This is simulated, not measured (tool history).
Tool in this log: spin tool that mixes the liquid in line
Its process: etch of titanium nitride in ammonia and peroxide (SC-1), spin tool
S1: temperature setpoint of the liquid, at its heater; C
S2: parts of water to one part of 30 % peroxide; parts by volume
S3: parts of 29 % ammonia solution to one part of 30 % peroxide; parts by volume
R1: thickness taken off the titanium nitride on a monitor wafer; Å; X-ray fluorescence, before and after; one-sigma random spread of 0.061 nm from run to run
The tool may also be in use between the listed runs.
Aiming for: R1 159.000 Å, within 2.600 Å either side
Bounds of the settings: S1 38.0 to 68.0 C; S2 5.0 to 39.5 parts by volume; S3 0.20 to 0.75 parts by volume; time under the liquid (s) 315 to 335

Run 1, hour 0.0: S1 52.0 C, S2 22.0 parts by volume, S3 0.45 parts by volume, time under the liquid (s) 315. Result: R1 91.320 Å.
Run 2, hour 6.2: S1 47.5 C, S2 22.0 parts by volume, S3 0.45 parts by volume, time under the liquid (s) 315. Result: R1 66.551 Å.
Run 3, hour 10.6: S1 47.5 C, S2 22.0 parts by volume, S3 0.45 parts by volume, time under the liquid (s) 335. Result: R1 70.537 Å.
Run 4, hour 17.8: S1 49.0 C, S2 22.0 parts by volume, S3 0.45 parts by volume, time under the liquid (s) 335. Result: R1 78.783 Å.
Run 5, hour 19.9: S1 50.5 C, S2 22.0 parts by volume, S3 0.45 parts by volume, time under the liquid (s) 335. Result: R1 88.061 Å.
Run 6, hour 28.3: S1 50.5 C, S2 22.0 parts by volume, S3 0.45 parts by volume, time under the liquid (s) 315. Result: R1 82.140 Å.
Run 7, hour 32.1: S1 52.0 C, S2 22.0 parts by volume, S3 0.45 parts by volume, time under the liquid (s) 315. Result: R1 91.085 Å.
Run 8, hour 34.3: S1 53.0 C, S2 22.0 parts by volume, S3 0.45 parts by volume, time under the liquid (s) 315. Result: R1 97.996 Å.
Run 9, hour 40.2: S1 61.0 C, S2 22.0 parts by volume, S3 0.45 parts by volume, time under the liquid (s) 315. Result: R1 167.050 Å.
Run 10, hour 46.5: S1 60.5 C, S2 22.0 parts by volume, S3 0.45 parts by volume, time under the liquid (s) 315. Result: R1 162.540 Å.

Exercise: of the 5 proposed moves below, exactly one satisfies all targets within the stated allowed misses. Which move is it?
Run A, hour 52.8: S1 62.5 C, S2 25.5 parts by volume, S3 0.30 parts by volume, time under the liquid (s) 330. Result: R1 ?.
Run B, hour 52.8: S1 60.5 C, S2 25.5 parts by volume, S3 0.55 parts by volume, time under the liquid (s) 335. Result: R1 ?.
Run C, hour 52.8: S1 63.5 C, S2 27.5 parts by volume, S3 0.25 parts by volume, time under the liquid (s) 320. Result: R1 ?.
Run D, hour 52.8: S1 59.5 C, S2 20.5 parts by volume, S3 0.40 parts by volume, time under the liquid (s) 335. Result: R1 ?.
Run E, hour 52.8: S1 61.0 C, S2 20.0 parts by volume, S3 0.35 parts by volume, time under the liquid (s) 315. Result: R1 ?.

move       R1
   A  164.950
   B  164.860
   C  157.800
   D  164.340
   E  168.700
A: its largest miss is bigger than the last run's
B: its largest miss is bigger than the last run's
C: every result lands within tolerance
D: its largest miss is bigger than the last run's
E: its largest miss is bigger than the last run's
Correct choice: C, which meets every target
